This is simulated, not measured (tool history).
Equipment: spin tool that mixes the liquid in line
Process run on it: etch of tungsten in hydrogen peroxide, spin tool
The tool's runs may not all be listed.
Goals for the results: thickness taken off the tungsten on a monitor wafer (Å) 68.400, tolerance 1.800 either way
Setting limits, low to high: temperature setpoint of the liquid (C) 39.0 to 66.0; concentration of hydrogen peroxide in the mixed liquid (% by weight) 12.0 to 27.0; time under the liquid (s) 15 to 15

| run | hour | temperature setpoint of the liquid (C) | concentration of hydrogen peroxide in the mixed liquid (% by weight) | time under the liquid (s) | thickness taken off the tungsten on a monitor wafer (Å) |
|---|---|---|---|---|---|
| 1 | 0.0 | 55.0 | 18.0 | 15 | 165.540 |
| 2 | 6.4 | 61.5 | 18.0 | 15 | 242.440 |
| 3 | 12.1 | 61.5 | 18.0 | 15 | 239.480 |
| 4 | 14.3 | 61.5 | 21.0 | 15 | 257.910 |
| 5 | 18.2 | 61.5 | 21.0 | 15 | 256.080 |
| 6 | 27.2 | 66.0 | 21.0 | 15 | 336.130 |
| 7 | 30.7 | 58.5 | 21.0 | 15 | 216.450 |
| 8 | 36.6 | 53.0 | 20.5 | 15 | 155.260 |
| 9 | 43.0 | 49.0 | 20.5 | 15 | 121.870 |
| 10 | 44.5 | 46.5 | 20.5 | 15 | 104.200 |
| 11 | 49.9 | 44.5 | 20.5 | 15 | 92.876 |
| 12 | 52.4 | 43.0 | 20.5 | 15 | 83.368 |
| 13 | 53.3 | 42.0 | 20.5 | 15 | 78.859 |
| 14 | 61.2 | 41.5 | 20.5 | 15 | 76.845 |
| 15 | 67.5 | 41.0 | 20.5 | 15 | 72.887 |
| 16 | 75.4 | 40.5 | 20.5 | 15 | 71.232 |

Consider the 4 candidate settings below. Which is the only one whose results all fall within their allowed miss of target?
| A | 83.3 | 39.0 | 23.0 | 15 | ? |
| B | 83.3 | 40.5 | 21.5 | 15 | ? |
| C | 83.3 | 41.0 | 20.0 | 15 | ? |
| D | 83.3 | 41.0 | 21.0 | 15 | ? |

| move | thickness taken off the tungsten on a monitor wafer (Å) |
|---|---|
| A | 68.918 |
| B | 73.477 |
| C | 73.200 |
| D | 75.008 |
A: all results in spec
B: its largest miss is bigger than the last run's
C: its largest miss is bigger than the last run's
D: its largest miss is bigger than the last run's
The right move is A.
